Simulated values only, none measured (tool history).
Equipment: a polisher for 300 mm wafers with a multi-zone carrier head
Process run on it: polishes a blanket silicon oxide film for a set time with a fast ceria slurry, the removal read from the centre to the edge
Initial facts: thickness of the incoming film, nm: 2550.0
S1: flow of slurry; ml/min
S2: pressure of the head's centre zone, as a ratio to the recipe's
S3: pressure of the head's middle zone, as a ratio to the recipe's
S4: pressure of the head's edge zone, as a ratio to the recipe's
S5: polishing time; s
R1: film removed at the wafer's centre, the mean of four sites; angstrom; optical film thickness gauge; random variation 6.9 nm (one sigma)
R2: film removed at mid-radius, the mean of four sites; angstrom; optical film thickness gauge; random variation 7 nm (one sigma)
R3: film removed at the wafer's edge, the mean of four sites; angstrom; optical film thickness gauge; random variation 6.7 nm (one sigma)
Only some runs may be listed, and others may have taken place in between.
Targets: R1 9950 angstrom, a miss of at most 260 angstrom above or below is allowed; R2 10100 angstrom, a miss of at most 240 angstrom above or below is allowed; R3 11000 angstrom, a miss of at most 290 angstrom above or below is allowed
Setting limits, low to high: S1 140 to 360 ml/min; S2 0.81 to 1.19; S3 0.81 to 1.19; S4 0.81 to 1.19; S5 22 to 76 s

run  hour   S1    S2    S3    S4  S5      R1      R2      R3
  1     0  230     1     1     1  49  6958.1  7017.8  7358.4
  2   5.7  230     1  1.05     1  49  6971.7  7281.2    7338
  3  12.5  230  0.95  1.05     1  49  6610.7  7262.5  7473.5
  4  18.6  235  0.96  1.05  1.02  51  6988.9  7646.2  7720.6
  5  21.6  235  0.92  1.05  1.02  51  6635.9    7717  7800.7
  6  30.2  235  0.93  1.04  1.04  53  6976.5  7866.2    8142
  7    34  235  0.94  1.04  1.05  55  7437.1  8209.4  8499.2
  8  36.5  235  0.94  1.04  1.06  56  7501.4  8180.4  8727.9
  9  43.6  240  0.95  1.05  1.07  57  7748.6  8541.5    8799
     49.8  -- edge zone pressure recalibrated
 10  49.8  235  0.95  1.05  1.08  58  7855.8  8675.3  8747.1
 11  56.4  245  0.95  1.04  1.07  59  8051.5  8736.5  8822.5
 12  57.1  235  0.96  1.04  1.08  60  8191.1  8944.9  8967.8
 13  57.8  245  0.96  1.03  1.09  61  8469.5  8968.8  9241.2
 14  66.2  300  0.98  1.05  1.19  67  9757.5   10376   10818

Of the 4 settings listed for the next run, only one would bring every result within its allowed miss of target. Which one?
  A  74.6  280  0.98  0.99  1.16  70   ?   ?   ?
  B  74.6  270  0.86  0.84  1.19  74   ?   ?   ?
  C  74.6  315  0.95   0.9  1.19  71   ?   ?   ?
  D  74.6  310  0.99  1.07  1.15  68   ?   ?   ?

move      R1      R2     R3
   A   10012   10193  10955
   B  9228.5  9406.8  11725
   C  9964.1  9682.2  11374
   D  9943.1   10665  10666
A: each result inside its tolerance
B: pushes the last run's worst result past its target
C: pushes the last run's worst result past its target
D: the biggest miss grows against the last run
Go with A: it meets all targets.
